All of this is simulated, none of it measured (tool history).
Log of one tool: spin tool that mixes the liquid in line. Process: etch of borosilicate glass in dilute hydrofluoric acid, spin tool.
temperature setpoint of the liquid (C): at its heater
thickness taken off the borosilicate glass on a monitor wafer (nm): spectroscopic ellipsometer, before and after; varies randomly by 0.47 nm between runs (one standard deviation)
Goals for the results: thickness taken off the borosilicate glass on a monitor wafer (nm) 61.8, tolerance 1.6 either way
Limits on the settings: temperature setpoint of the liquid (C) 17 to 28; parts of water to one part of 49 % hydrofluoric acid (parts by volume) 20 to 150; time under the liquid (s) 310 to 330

run	hour	temperature setpoint of the liquid (C)	parts of water to one part of 49 % hydrofluoric acid (parts by volume)	time under the liquid (s)	thickness taken off the borosilicate glass on a monitor wafer (nm)
1	0	20	85	310	115.5
2	1.7	20	85	330	122.35
3	7.1	18	85	330	112.1
4	14.7	17.5	100	330	94.591
# hour 18.7: hydrofluoric acid flow meter replaced
5	18.7	20.5	100	330	97.327
6	22.4	19.5	110	330	84.365
7	24.2	19	115	330	78.366
8	25.8	18.5	120	330	74.647
9	28.6	18	125	330	67.995
10	32.4	17.5	125	330	67.556
11	35.4	17.5	130	330	65.103

Next run, 4 choices. One meets every target within its allowed miss, the rest don't. Which?
A	38.4	17	135	315	?
B	38.4	18	125	325	?
C	38.4	17	120	310	?
D	38.4	17	130	320	?

move	thickness taken off the borosilicate glass on a monitor wafer (nm)
A	58.133
B	68.189
C	65.333
D	61.632
A: takes the result that was furthest off past its target
B: the biggest miss grows against the last run
C: the biggest miss grows against the last run
D: each result inside its tolerance
The move that meets every target is D.
